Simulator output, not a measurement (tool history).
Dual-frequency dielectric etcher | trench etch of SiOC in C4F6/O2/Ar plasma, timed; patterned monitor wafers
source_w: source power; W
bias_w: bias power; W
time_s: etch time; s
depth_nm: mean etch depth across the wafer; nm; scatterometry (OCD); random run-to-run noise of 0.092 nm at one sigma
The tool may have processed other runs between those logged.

Run 1, hour 0.0: source_w 350 W, bias_w 187 W, time_s 11.5 s. Result: depth_nm 21.957 nm.
Run 2, hour 1.3: source_w 410 W, bias_w 187 W, time_s 11.5 s. Result: depth_nm 23.695 nm.
Run 3, hour 6.0: source_w 410 W, bias_w 162 W, time_s 11.5 s. Result: depth_nm 22.762 nm.
Run 4, hour 13.6: source_w 410 W, bias_w 162 W, time_s 10.5 s. Result: depth_nm 20.934 nm.
Run 5, hour 18.3: source_w 400 W, bias_w 160 W, time_s 10.5 s. Result: depth_nm 20.742 nm.
Run 6, hour 19.3: source_w 400 W, bias_w 187 W, time_s 10.5 s. Result: depth_nm 21.256 nm.

Predict the results of run 7:
Run 7, hour 23.1: source_w 380 W, bias_w 183 W, time_s 10.5 s. Result: depth_nm ?.

depth_nm: 20.743 nm

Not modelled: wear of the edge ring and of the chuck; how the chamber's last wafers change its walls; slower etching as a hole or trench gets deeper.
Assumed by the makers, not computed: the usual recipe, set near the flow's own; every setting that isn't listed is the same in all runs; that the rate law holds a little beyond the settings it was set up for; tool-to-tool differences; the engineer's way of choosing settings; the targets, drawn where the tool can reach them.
